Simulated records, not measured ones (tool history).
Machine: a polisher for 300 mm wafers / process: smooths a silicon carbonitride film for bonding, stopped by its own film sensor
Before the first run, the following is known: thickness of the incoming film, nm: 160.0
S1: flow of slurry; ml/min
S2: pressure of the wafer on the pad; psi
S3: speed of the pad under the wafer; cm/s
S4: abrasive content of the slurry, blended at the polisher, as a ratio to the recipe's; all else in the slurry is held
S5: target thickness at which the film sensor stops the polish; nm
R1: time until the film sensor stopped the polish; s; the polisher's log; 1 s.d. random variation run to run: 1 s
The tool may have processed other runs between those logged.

{"run": 1, "hour": 0.0, "S1": 210, "S2": 1.5, "S3": 102, "S4": 1, "S5": 148, "R1": 73.65}
{"run": 2, "hour": 6.8, "S1": 210, "S2": 1.7, "S3": 102, "S4": 1, "S5": 148, "R1": 63.121}
{"run": 3, "hour": 9.5, "S1": 180, "S2": 1.7, "S3": 102, "S4": 1, "S5": 148, "R1": 66.581}
{"run": 4, "hour": 15.3, "S1": 180, "S2": 1.7, "S3": 78, "S4": 1, "S5": 148, "R1": 83.018}
{"run": 5, "hour": 20.6, "S1": 180, "S2": 1.8, "S3": 78, "S4": 1, "S5": 148, "R1": 77}
{"run": 6, "hour": 25.7, "S1": 180, "S2": 1.9, "S3": 78, "S4": 1, "S5": 148, "R1": 72.835}

Estimate the outcome of run 7 from the log above:
{"run": 7, "hour": 33.4, "S1": 185, "S2": 2.1, "S3": 80, "S4": 1, "S5": 148, "R1": "?"}

R1: 64.315 s
